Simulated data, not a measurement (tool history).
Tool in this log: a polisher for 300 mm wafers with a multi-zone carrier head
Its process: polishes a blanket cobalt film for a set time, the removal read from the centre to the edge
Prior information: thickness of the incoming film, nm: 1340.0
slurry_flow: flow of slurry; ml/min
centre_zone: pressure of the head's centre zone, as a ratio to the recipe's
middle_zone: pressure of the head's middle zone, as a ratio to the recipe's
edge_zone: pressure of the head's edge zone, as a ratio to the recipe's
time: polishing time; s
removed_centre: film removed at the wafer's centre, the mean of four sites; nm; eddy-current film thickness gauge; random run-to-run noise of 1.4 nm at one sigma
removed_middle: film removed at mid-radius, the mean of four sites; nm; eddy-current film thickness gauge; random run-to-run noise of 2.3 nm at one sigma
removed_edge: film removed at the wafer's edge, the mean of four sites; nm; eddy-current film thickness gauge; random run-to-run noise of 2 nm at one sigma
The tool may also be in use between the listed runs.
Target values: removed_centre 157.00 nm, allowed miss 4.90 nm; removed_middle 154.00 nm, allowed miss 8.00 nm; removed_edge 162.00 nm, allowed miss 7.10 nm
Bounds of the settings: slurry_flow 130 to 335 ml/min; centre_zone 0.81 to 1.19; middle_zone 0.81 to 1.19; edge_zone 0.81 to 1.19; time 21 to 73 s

Run 1, hour 0.0: slurry_flow 215 ml/min, centre_zone 1.00, middle_zone 1.00, edge_zone 1.00, time 47 s. Result: removed_centre 195.68 nm, removed_middle 192.74 nm, removed_edge 199.35 nm.
Run 2, hour 3.4: slurry_flow 215 ml/min, centre_zone 0.99, middle_zone 0.99, edge_zone 0.98, time 46 s. Result: removed_centre 187.75 nm, removed_middle 183.73 nm, removed_edge 191.11 nm.
Run 3, hour 6.2: slurry_flow 215 ml/min, centre_zone 0.99, middle_zone 0.99, edge_zone 0.98, time 41 s. Result: removed_centre 167.22 nm, removed_middle 164.52 nm, removed_edge 170.56 nm.
Run 4, hour 11.4: slurry_flow 210 ml/min, centre_zone 0.99, middle_zone 0.99, edge_zone 0.97, time 41 s. Result: removed_centre 166.79 nm, removed_middle 165.32 nm, removed_edge 166.46 nm.
Run 5, hour 13.0: slurry_flow 205 ml/min, centre_zone 0.99, middle_zone 0.98, edge_zone 0.97, time 41 s. Result: removed_centre 166.46 nm, removed_middle 165.22 nm, removed_edge 166.40 nm.
Run 6, hour 19.3: slurry_flow 205 ml/min, centre_zone 0.98, middle_zone 0.97, edge_zone 0.97, time 41 s. Result: removed_centre 164.42 nm, removed_middle 164.58 nm, removed_edge 166.73 nm.
Run 7, hour 20.1: slurry_flow 205 ml/min, centre_zone 0.98, middle_zone 0.96, edge_zone 0.97, time 41 s. Result: removed_centre 164.25 nm, removed_middle 157.29 nm, removed_edge 168.38 nm.
Run 8, hour 21.4: slurry_flow 200 ml/min, centre_zone 0.98, middle_zone 0.96, edge_zone 0.97, time 41 s. Result: removed_centre 163.90 nm, removed_middle 161.18 nm, removed_edge 169.26 nm.
Run 9, hour 26.8: slurry_flow 200 ml/min, centre_zone 0.98, middle_zone 0.96, edge_zone 0.96, time 41 s. Result: removed_centre 164.49 nm, removed_middle 160.11 nm, removed_edge 162.53 nm.
At hour 33.2: slurry nozzle cleaned.
Run 10, hour 33.2: slurry_flow 195 ml/min, centre_zone 0.96, middle_zone 0.94, edge_zone 0.97, time 41 s. Result: removed_centre 169.05 nm, removed_middle 164.38 nm, removed_edge 171.55 nm.
Run 11, hour 41.6: slurry_flow 195 ml/min, centre_zone 0.96, middle_zone 0.94, edge_zone 0.97, time 41 s. Result: removed_centre 167.87 nm, removed_middle 165.40 nm, removed_edge 175.36 nm.
Run 12, hour 48.0: slurry_flow 195 ml/min, centre_zone 0.96, middle_zone 0.94, edge_zone 0.97, time 41 s. Result: removed_centre 170.28 nm, removed_middle 165.97 nm, removed_edge 174.90 nm.
Run 13, hour 51.6: slurry_flow 170 ml/min, centre_zone 0.92, middle_zone 0.90, edge_zone 0.90, time 39 s. Result: removed_centre 151.17 nm, removed_middle 149.96 nm, removed_edge 156.18 nm.

Below are 4 possible settings for the next run. Only one of them brings all results inside the allowed miss of their targets. Which is it?
Run A, hour 55.2: slurry_flow 190 ml/min, centre_zone 0.83, middle_zone 0.85, edge_zone 0.93, time 39 s. Result: removed_centre ?, removed_middle ?, removed_edge ?.
Run B, hour 55.2: slurry_flow 205 ml/min, centre_zone 0.92, middle_zone 0.90, edge_zone 0.91, time 40 s. Result: removed_centre ?, removed_middle ?, removed_edge ?.
Run C, hour 55.2: slurry_flow 185 ml/min, centre_zone 0.92, middle_zone 0.92, edge_zone 0.91, time 37 s. Result: removed_centre ?, removed_middle ?, removed_edge ?.
Run D, hour 55.2: slurry_flow 180 ml/min, centre_zone 0.92, middle_zone 0.96, edge_zone 0.86, time 38 s. Result: removed_centre ?, removed_middle ?, removed_edge ?.

move  removed_centre  removed_middle  removed_edge
   A          138.25          145.81        158.69
   B          159.09          158.12        162.20
   C          145.00          146.94        148.52
   D          148.34          155.72        148.17
A: its largest miss is bigger than the last run's
B: every result within its allowed miss
C: its largest miss is bigger than the last run's
D: its largest miss is bigger than the last run's
So the answer is move B, the one that meets all the targets.

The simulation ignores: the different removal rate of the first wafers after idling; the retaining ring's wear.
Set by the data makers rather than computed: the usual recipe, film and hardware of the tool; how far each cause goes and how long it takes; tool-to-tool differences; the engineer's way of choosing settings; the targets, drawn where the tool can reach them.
